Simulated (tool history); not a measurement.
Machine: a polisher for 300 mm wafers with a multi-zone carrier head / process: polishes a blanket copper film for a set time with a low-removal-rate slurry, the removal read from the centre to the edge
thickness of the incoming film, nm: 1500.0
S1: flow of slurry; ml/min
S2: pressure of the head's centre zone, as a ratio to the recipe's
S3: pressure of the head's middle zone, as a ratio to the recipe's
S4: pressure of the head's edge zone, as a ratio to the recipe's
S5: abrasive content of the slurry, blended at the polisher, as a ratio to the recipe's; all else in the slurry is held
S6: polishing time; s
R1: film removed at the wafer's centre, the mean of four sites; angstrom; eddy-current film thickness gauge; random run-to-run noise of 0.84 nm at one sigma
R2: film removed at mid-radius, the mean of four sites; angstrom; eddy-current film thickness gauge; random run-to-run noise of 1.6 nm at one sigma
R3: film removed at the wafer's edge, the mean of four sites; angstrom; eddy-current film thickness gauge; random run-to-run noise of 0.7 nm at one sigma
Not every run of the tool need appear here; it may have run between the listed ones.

{"run": 1, "hour": 0.0, "S1": 180, "S2": 1.0, "S3": 1.0, "S4": 1.0, "S5": 1.0, "S6": 37, "R1": 917.16, "R2": 910.75, "R3": 902.0}
{"run": 2, "hour": 6.8, "S1": 180, "S2": 0.97, "S3": 1.0, "S4": 1.0, "S5": 1.0, "S6": 37, "R1": 899.65, "R2": 925.85, "R3": 895.32}
{"run": 3, "hour": 12.2, "S1": 180, "S2": 0.97, "S3": 1.0, "S4": 1.0, "S5": 1.0, "S6": 44, "R1": 1049.6, "R2": 1064.9, "R3": 1061.5}
{"run": 4, "hour": 14.2, "S1": 180, "S2": 0.97, "S3": 1.0, "S4": 1.07, "S5": 1.0, "S6": 44, "R1": 1060.2, "R2": 1079.1, "R3": 1094.3}
{"run": 5, "hour": 19.4, "S1": 140, "S2": 0.97, "S3": 1.0, "S4": 1.07, "S5": 1.0, "S6": 44, "R1": 993.65, "R2": 1040.0, "R3": 1052.3}
{"run": 6, "hour": 24.8, "S1": 140, "S2": 0.97, "S3": 1.0, "S4": 1.13, "S5": 1.0, "S6": 44, "R1": 994.63, "R2": 1034.2, "R3": 1062.8}
{"hour": 26.4, "done": "worn pad replaced by a new one"}
{"run": 7, "hour": 26.4, "S1": 150, "S2": 0.98, "S3": 1.02, "S4": 1.12, "S5": 1.0, "S6": 44, "R1": 1107.7, "R2": 1175.3, "R3": 1177.2}
{"run": 8, "hour": 32.2, "S1": 165, "S2": 1.03, "S3": 1.05, "S4": 1.02, "S5": 0.75, "S6": 41, "R1": 1058.1, "R2": 1085.0, "R3": 1013.8}

What will run 9 give?
{"run": 9, "hour": 36.2, "S1": 215, "S2": 1.07, "S3": 1.15, "S4": 1.04, "S5": 0.8, "S6": 41, "R1": "?", "R2": "?", "R3": "?"}

{"run 9": {"R1": 1171.6, "R2": 1182.4, "R3": 1052.1}}

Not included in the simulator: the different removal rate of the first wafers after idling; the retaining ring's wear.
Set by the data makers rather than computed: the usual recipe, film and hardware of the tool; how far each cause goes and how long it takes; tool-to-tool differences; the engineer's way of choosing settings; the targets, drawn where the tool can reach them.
